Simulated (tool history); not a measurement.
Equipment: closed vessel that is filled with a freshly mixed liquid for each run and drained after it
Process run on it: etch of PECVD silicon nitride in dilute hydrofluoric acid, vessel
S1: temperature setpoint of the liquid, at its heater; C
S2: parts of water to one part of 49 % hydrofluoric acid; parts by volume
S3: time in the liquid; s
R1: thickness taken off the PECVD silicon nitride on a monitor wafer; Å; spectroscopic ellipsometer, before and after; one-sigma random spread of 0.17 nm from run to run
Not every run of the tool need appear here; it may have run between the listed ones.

| run | hour | S1 | S2 | S3 | R1 |
|---|---|---|---|---|---|
| 1 | 0.0 | 24.0 | 255 | 2840 | 702.09 |
| 2 | 4.3 | 22.5 | 260 | 2840 | 626.37 |
| 3 | 7.7 | 21.5 | 260 | 2840 | 582.10 |
| 4 | 10.0 | 21.5 | 220 | 2840 | 692.08 |
| 5 | 17.4 | 21.5 | 305 | 2840 | 503.97 |
| 6 | 21.1 | 21.5 | 230 | 2840 | 663.84 |
| 7 | 30.0 | 20.5 | 240 | 2840 | 593.13 |

Run 8 comes next. What will it give?
| 8 | 35.0 | 20.0 | 245 | 2840 | ? |

R1: 564.44 Å

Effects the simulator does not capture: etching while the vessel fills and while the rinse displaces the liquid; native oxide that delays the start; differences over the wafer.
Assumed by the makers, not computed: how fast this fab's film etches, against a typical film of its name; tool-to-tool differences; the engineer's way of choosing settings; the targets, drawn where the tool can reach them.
